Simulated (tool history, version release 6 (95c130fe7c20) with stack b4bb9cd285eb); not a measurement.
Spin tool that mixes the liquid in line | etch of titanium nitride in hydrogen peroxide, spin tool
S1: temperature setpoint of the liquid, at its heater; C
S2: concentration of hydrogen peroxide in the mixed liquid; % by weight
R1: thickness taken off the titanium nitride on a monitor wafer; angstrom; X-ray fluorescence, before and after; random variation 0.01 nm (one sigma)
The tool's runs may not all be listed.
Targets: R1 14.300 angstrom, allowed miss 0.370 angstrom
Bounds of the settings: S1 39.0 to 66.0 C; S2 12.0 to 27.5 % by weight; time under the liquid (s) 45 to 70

run 1 hour=0.0 | S1=55.0 S2=18.5 time_under_the_liquid_(s)=70 | R1=26.331
run 2 hour=6.1 | S1=55.0 S2=21.0 time_under_the_liquid_(s)=70 | R1=27.085
run 3 hour=6.9 | S1=53.0 S2=21.0 time_under_the_liquid_(s)=70 | R1=23.465
run 4 hour=10.8 | S1=51.5 S2=21.0 time_under_the_liquid_(s)=70 | R1=21.030
run 5 hour=14.9 | S1=50.5 S2=21.0 time_under_the_liquid_(s)=70 | R1=19.888
run 6 hour=21.6 | S1=54.0 S2=21.0 time_under_the_liquid_(s)=70 | R1=24.968
run 7 hour=23.9 | S1=52.5 S2=21.0 time_under_the_liquid_(s)=70 | R1=22.717
run 8 hour=27.7 | S1=51.0 S2=21.0 time_under_the_liquid_(s)=70 | R1=20.052
run 9 hour=29.9 | S1=50.0 S2=21.0 time_under_the_liquid_(s)=70 | R1=18.875
run 10 hour=37.6 | S1=49.0 S2=21.0 time_under_the_liquid_(s)=70 | R1=17.442
run 11 hour=45.5 | S1=48.5 S2=21.0 time_under_the_liquid_(s)=70 | R1=16.870
run 12 hour=50.7 | S1=48.0 S2=21.0 time_under_the_liquid_(s)=70 | R1=16.020
run 13 hour=59.1 | S1=47.5 S2=21.0 time_under_the_liquid_(s)=70 | R1=15.705
run 14 hour=63.8 | S1=47.0 S2=21.0 time_under_the_liquid_(s)=70 | R1=15.205

Which of these 5 next moves meets every target?
run A hour=68.5 | S1=47.0 S2=15.5 time_under_the_liquid_(s)=70 | R1=?
run B hour=68.5 | S1=45.0 S2=22.0 time_under_the_liquid_(s)=70 | R1=?
run C hour=68.5 | S1=47.5 S2=22.5 time_under_the_liquid_(s)=65 | R1=?
run D hour=68.5 | S1=45.5 S2=21.5 time_under_the_liquid_(s)=70 | R1=?
run E hour=68.5 | S1=53.0 S2=21.5 time_under_the_liquid_(s)=45 | R1=?

move=A R1=14.231
move=B R1=13.223
move=C R1=14.843
move=D R1=13.656
move=E R1=15.130
A: meets every target
B: takes the result that was furthest off past its target
C: nearer than the last run, and not there yet
D: takes the result that was furthest off past its target
E: nearer than the last run, and not there yet
Answer: A

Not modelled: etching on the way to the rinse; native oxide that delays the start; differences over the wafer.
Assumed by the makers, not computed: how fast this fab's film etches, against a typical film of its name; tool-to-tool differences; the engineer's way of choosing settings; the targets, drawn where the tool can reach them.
